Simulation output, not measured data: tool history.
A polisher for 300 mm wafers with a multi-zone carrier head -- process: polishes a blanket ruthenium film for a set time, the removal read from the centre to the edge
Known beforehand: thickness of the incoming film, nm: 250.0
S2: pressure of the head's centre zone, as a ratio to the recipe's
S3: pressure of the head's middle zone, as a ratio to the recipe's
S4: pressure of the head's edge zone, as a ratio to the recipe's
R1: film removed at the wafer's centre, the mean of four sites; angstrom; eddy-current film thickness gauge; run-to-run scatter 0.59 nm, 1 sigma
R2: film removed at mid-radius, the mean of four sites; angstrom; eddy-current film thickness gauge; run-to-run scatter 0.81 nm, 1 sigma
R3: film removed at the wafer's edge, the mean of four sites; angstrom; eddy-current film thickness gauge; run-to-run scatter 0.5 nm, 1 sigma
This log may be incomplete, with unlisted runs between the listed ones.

Run 1, hour 0.0: flow of slurry (ml/min) 160, S2 1.00, S3 1.00, S4 1.00, polishing time (s) 53. Result: R1 889.68 angstrom, R2 900.76 angstrom, R3 900.77 angstrom.
Run 2, hour 1.0: flow of slurry (ml/min) 160, S2 1.00, S3 1.00, S4 1.00, polishing time (s) 43. Result: R1 709.59 angstrom, R2 730.45 angstrom, R3 726.73 angstrom.
Run 3, hour 2.4: flow of slurry (ml/min) 125, S2 1.00, S3 1.00, S4 1.00, polishing time (s) 43. Result: R1 664.20 angstrom, R2 697.47 angstrom, R3 707.75 angstrom.
Run 4, hour 5.4: flow of slurry (ml/min) 125, S2 0.93, S3 1.00, S4 1.00, polishing time (s) 43. Result: R1 624.70 angstrom, R2 690.72 angstrom, R3 706.18 angstrom.
Run 5, hour 9.1: flow of slurry (ml/min) 125, S2 0.93, S3 1.00, S4 0.92, polishing time (s) 43. Result: R1 621.29 angstrom, R2 682.51 angstrom, R3 683.08 angstrom.
Run 6, hour 9.7: flow of slurry (ml/min) 125, S2 0.94, S3 0.98, S4 0.91, polishing time (s) 42. Result: R1 615.04 angstrom, R2 673.72 angstrom, R3 662.01 angstrom.
Run 7, hour 17.5: flow of slurry (ml/min) 120, S2 0.95, S3 0.95, S4 0.92, polishing time (s) 42. Result: R1 629.58 angstrom, R2 647.66 angstrom, R3 656.65 angstrom.
Run 8, hour 22.3: flow of slurry (ml/min) 115, S2 0.95, S3 0.93, S4 0.92, polishing time (s) 42. Result: R1 605.75 angstrom, R2 627.02 angstrom, R3 657.57 angstrom.
Run 9, hour 27.4: flow of slurry (ml/min) 115, S2 0.96, S3 0.92, S4 0.91, polishing time (s) 42. Result: R1 619.15 angstrom, R2 610.56 angstrom, R3 645.48 angstrom.
Run 10, hour 36.3: flow of slurry (ml/min) 115, S2 0.96, S3 0.91, S4 0.90, polishing time (s) 42. Result: R1 611.31 angstrom, R2 615.37 angstrom, R3 651.22 angstrom.
Run 11, hour 43.0: flow of slurry (ml/min) 115, S2 0.97, S3 0.90, S4 0.89, polishing time (s) 42. Result: R1 619.06 angstrom, R2 608.79 angstrom, R3 638.58 angstrom.
Run 12, hour 46.0: flow of slurry (ml/min) 115, S2 0.97, S3 0.89, S4 0.89, polishing time (s) 42. Result: R1 625.90 angstrom, R2 594.24 angstrom, R3 641.11 angstrom.
Run 13, hour 50.2: flow of slurry (ml/min) 115, S2 0.97, S3 0.89, S4 0.88, polishing time (s) 42. Result: R1 624.72 angstrom, R2 605.05 angstrom, R3 640.30 angstrom.

For run 14, what comes out?
Run 14, hour 59.0: flow of slurry (ml/min) 115, S2 0.97, S3 0.88, S4 0.88, polishing time (s) 42. Result: R1 ?, R2 ?, R3 ?.

Run 14 gave R1 611.37 angstrom, R2 592.53 angstrom, R3 643.18 angstrom.
